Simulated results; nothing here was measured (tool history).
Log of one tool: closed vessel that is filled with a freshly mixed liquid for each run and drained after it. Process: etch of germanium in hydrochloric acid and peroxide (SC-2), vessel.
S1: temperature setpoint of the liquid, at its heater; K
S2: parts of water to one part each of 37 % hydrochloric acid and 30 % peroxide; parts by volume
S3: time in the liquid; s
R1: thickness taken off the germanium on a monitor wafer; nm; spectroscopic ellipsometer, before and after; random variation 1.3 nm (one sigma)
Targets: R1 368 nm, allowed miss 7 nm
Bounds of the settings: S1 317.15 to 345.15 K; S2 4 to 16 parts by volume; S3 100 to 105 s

run    day      S1   S2   S3      R1
  1      0  333.15    9  100  448.33
  2  0.171  333.15    9  105  473.09
  3  0.388  333.15    9  100  449.74
  4  0.483  331.15    9  100  426.29
  5   0.85  331.15  7.5  100  434.78
  6      1  329.15  7.5  100  408.94
  7  1.104  328.15  7.5  100  395.02
  8  1.317  327.15  7.5  100  383.02
  9  1.675  327.15  7.5  100  382.08
 10  1.954  326.65  7.5  100  378.68

Which of these 5 next moves meets every target?
  A  2.233  324.15    7  100   ?
  B  2.233  323.65  8.5  105   ?
  C  2.233  324.65  7.5  100   ?
  D  2.233  322.65    7  105   ?
  E  2.233  323.65  5.5  105   ?

move      R1
   A  350.72
   B  357.29
   C  354.62
   D  351.14
   E  366.99
A: takes the result that was furthest off past its target
B: takes the result that was furthest off past its target
C: takes the result that was furthest off past its target
D: takes the result that was furthest off past its target
E: meets every target
The right move is E.
